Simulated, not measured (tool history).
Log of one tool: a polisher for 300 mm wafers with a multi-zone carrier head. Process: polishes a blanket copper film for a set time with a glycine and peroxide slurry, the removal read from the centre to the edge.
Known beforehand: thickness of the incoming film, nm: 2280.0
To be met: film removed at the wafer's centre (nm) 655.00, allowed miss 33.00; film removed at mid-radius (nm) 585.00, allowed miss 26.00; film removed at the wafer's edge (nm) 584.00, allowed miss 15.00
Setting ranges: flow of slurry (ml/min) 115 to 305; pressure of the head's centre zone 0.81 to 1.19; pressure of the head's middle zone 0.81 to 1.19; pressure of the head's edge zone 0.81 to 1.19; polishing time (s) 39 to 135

run	hour	flow of slurry (ml/min)	pressure of the head's centre zone	pressure of the head's middle zone	pressure of the head's edge zone	polishing time (s)	film removed at the wafer's centre (nm)	film removed at mid-radius (nm)	film removed at the wafer's edge (nm)
1	0.0	195	1.00	1.00	1.00	87	432.78	423.70	424.66
2	0.5	210	1.04	1.02	1.04	93	471.23	469.44	470.34
3	9.4	210	1.04	1.06	1.04	93	478.82	484.10	471.24
4	17.8	220	1.08	1.05	1.05	98	522.08	516.69	498.47
5	18.6	220	1.08	0.96	1.05	98	530.85	465.52	497.08
6	22.8	220	1.08	0.92	1.05	98	530.74	450.85	491.06
7	24.4	220	1.08	0.92	1.05	98	533.82	451.92	499.80
8	27.7	230	1.11	0.95	1.06	101	570.77	478.33	518.57
9	33.9	230	1.11	0.95	1.06	101	564.46	478.14	514.01

Which of these 5 next moves meets every target?
A	40.1	280	1.09	0.98	0.95	116	?	?	?
B	40.1	265	1.07	0.87	1.09	92	?	?	?
C	40.1	230	1.18	0.81	1.19	104	?	?	?
D	40.1	235	0.99	1.06	1.11	107	?	?	?
E	40.1	195	1.15	1.17	0.95	114	?	?	?

move	film removed at the wafer's centre (nm)	film removed at mid-radius (nm)	film removed at the wafer's edge (nm)
A	653.14	576.24	579.78
B	504.63	411.32	486.34
C	617.12	430.62	565.29
D	534.65	556.59	562.60
E	643.12	627.78	548.39
A: in spec on every target
B: lands further from the targets than the last run did
C: lands further from the targets than the last run did
D: moves toward the targets from the last run without getting all of them in spec
E: moves toward the targets from the last run without getting all of them in spec
So the answer is move A, the one that meets all the targets.
